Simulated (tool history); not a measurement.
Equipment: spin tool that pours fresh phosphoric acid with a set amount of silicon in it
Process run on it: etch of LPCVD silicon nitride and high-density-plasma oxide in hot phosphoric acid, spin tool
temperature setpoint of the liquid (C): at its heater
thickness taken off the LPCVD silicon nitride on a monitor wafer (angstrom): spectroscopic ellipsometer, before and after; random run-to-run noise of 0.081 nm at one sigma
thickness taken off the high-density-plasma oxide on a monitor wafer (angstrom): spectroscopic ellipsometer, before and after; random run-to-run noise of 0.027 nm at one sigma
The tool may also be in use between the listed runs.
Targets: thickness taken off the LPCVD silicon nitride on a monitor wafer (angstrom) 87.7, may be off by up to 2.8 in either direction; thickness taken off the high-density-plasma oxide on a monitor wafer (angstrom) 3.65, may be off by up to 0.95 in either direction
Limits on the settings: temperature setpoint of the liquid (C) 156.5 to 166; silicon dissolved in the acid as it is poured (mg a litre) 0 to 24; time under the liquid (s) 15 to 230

run,hour,temperature setpoint of the liquid (C),silicon dissolved in the acid as it is poured (mg a litre),time under the liquid (s),thickness taken off the LPCVD silicon nitride on a monitor wafer (angstrom),thickness taken off the high-density-plasma oxide on a monitor wafer (angstrom)
1,0,161,10.5,120,114.59,4.5557
2,5.2,161,5.5,120,114.43,4.8791
3,12.8,160.5,5,115,107.65,4.3157
4,20.1,161,5,115,111.39,5.1024
5,26.2,161,1.5,115,110.61,5.1997
6,33.1,160,1,105,96.356,4.3164
7,37.1,159,0.5,105,93.81,4.4004
8,45.6,159,1,105,92.571,4.1148
9,48.8,158.5,2,105,91.639,4.3171
10,55,158.5,3,105,92.207,4.0853
11,61.4,158.5,3.5,105,92.585,4.3339
12,69.5,158.5,4,105,90.053,3.8505
13,72.7,158,4.5,105,91.728,4.1558
14,79.5,158,5,105,91.142,2.9708
15,82.9,158,4.5,105,90.806,3.1148
16,89,158,4,105,91.586,3.409
17,97.1,158,3.5,105,90.217,3.9432

Which one of the following 4 next-run settings gets every result inside its allowed miss? There is exactly one.
A,105.2,159,3.5,105,?,?
B,105.2,159,5.5,105,?,?
C,105.2,157.5,6,110,?,?
D,105.2,157,1.5,105,?,?

move,thickness taken off the LPCVD silicon nitride on a monitor wafer (angstrom),thickness taken off the high-density-plasma oxide on a monitor wafer (angstrom)
A,92.915,4.2161
B,92.915,4.0435
C,92.519,3.7486
D,86.824,3.779
A: its largest miss is bigger than the last run's
B: its largest miss is bigger than the last run's
C: its largest miss is bigger than the last run's
D: all results land within tolerance of their targets
Move D is the one to make.
